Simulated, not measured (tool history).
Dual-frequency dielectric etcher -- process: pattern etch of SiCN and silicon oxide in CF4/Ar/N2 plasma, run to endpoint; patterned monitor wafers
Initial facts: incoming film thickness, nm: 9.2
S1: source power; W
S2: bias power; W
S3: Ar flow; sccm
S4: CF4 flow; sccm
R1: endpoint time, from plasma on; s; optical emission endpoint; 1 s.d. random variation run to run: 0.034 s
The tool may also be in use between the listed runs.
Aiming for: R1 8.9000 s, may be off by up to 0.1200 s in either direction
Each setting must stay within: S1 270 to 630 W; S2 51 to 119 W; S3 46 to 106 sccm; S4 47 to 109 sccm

| run | day | S1 | S2 | S3 | S4 | R1 |
|---|---|---|---|---|---|---|
| 1 | 0.000 | 450 | 85 | 76 | 78 | 10.3980 |
| 2 | 0.317 | 450 | 85 | 76 | 91 | 10.2050 |
| 3 | 0.633 | 400 | 85 | 76 | 91 | 11.4870 |
| 4 | 0.846 | 420 | 85 | 76 | 91 | 10.8870 |
| 5 | 1.150 | 420 | 75 | 76 | 91 | 11.2560 |
| 6 | 1.388 | 470 | 75 | 76 | 91 | 9.9828 |
| 7 | 1.571 | 480 | 75 | 76 | 91 | 9.8431 |
| 8 | 1.829 | 490 | 75 | 76 | 91 | 9.7174 |
| 9 | 2.175 | 500 | 75 | 76 | 91 | 9.4204 |

Below are 4 possible settings for the next run. Only one of them brings all results inside the allowed miss of their targets. Which is it?
| A | 2.521 | 540 | 74 | 72 | 102 | ? |
| B | 2.521 | 550 | 75 | 74 | 86 | ? |
| C | 2.521 | 490 | 65 | 66 | 90 | ? |
| D | 2.521 | 530 | 82 | 85 | 90 | ? |

| move | R1 |
|---|---|
| A | 8.6318 |
| B | 8.6479 |
| C | 9.7793 |
| D | 8.8876 |
A: moves the result that the last run missed by most past its target, out the other side
B: moves the result that the last run missed by most past its target, out the other side
C: further off than the last run
D: each result inside its tolerance
Go with D: it meets all targets.

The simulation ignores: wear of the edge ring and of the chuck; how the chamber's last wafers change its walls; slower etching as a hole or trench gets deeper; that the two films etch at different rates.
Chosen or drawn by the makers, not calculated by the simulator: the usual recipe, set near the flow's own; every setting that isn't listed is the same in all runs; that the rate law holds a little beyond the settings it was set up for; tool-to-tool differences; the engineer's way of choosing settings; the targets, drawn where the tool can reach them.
